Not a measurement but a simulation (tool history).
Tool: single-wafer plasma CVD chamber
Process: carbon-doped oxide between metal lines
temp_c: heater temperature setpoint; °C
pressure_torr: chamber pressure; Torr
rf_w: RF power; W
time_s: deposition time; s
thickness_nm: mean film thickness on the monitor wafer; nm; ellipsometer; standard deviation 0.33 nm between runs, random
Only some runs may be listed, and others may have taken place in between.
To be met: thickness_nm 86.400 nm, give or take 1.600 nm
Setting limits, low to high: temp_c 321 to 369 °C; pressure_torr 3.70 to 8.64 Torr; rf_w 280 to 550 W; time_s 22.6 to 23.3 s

{"run": 1, "day": 0.0, "temp_c": 345, "pressure_torr": 6.17, "rf_w": 415, "time_s": 22.6, "thickness_nm": 95.849}
{"run": 2, "day": 0.317, "temp_c": 346, "pressure_torr": 6.06, "rf_w": 410, "time_s": 22.6, "thickness_nm": 94.89}
{"run": 3, "day": 0.438, "temp_c": 346, "pressure_torr": 6.06, "rf_w": 410, "time_s": 23.3, "thickness_nm": 97.858}
{"run": 4, "day": 0.771, "temp_c": 347, "pressure_torr": 5.95, "rf_w": 405, "time_s": 23.3, "thickness_nm": 96.247}
{"run": 5, "day": 0.879, "temp_c": 347, "pressure_torr": 5.95, "rf_w": 405, "time_s": 22.6, "thickness_nm": 92.882}
{"run": 6, "day": 1.079, "temp_c": 348, "pressure_torr": 5.86, "rf_w": 405, "time_s": 22.6, "thickness_nm": 92.753}
{"run": 7, "day": 1.138, "temp_c": 349, "pressure_torr": 5.77, "rf_w": 405, "time_s": 22.6, "thickness_nm": 92.366}
{"run": 8, "day": 1.275, "temp_c": 350, "pressure_torr": 5.69, "rf_w": 405, "time_s": 22.6, "thickness_nm": 92.261}
{"run": 9, "day": 1.475, "temp_c": 351, "pressure_torr": 5.63, "rf_w": 400, "time_s": 22.6, "thickness_nm": 90.947}
{"run": 10, "day": 1.629, "temp_c": 352, "pressure_torr": 5.56, "rf_w": 400, "time_s": 22.6, "thickness_nm": 89.701}
{"run": 11, "day": 1.846, "temp_c": 353, "pressure_torr": 5.52, "rf_w": 400, "time_s": 22.6, "thickness_nm": 90.152}
{"run": 12, "day": 2.104, "temp_c": 354, "pressure_torr": 5.46, "rf_w": 400, "time_s": 22.6, "thickness_nm": 89.461}

Exercise: of the 4 proposed moves below, exactly one satisfies all targets within the stated allowed misses. Which move is it?
{"run": "A", "day": 2.362, "temp_c": 357, "pressure_torr": 4.78, "rf_w": 385, "time_s": 22.6, "thickness_nm": "?"}
{"run": "B", "day": 2.362, "temp_c": 364, "pressure_torr": 5.98, "rf_w": 375, "time_s": 22.6, "thickness_nm": "?"}
{"run": "C", "day": 2.362, "temp_c": 355, "pressure_torr": 6.87, "rf_w": 415, "time_s": 22.6, "thickness_nm": "?"}
{"run": "D", "day": 2.362, "temp_c": 353, "pressure_torr": 4.92, "rf_w": 395, "time_s": 22.6, "thickness_nm": "?"}

move=A thickness_nm=83.479
move=B thickness_nm=82.981
move=C thickness_nm=94.537
move=D thickness_nm=86.794
A: takes the biggest miss from the last run beyond its target
B: takes the biggest miss from the last run beyond its target
C: misses by more than the last run did
D: all results in spec
D is the move that brings every result within its allowed miss.
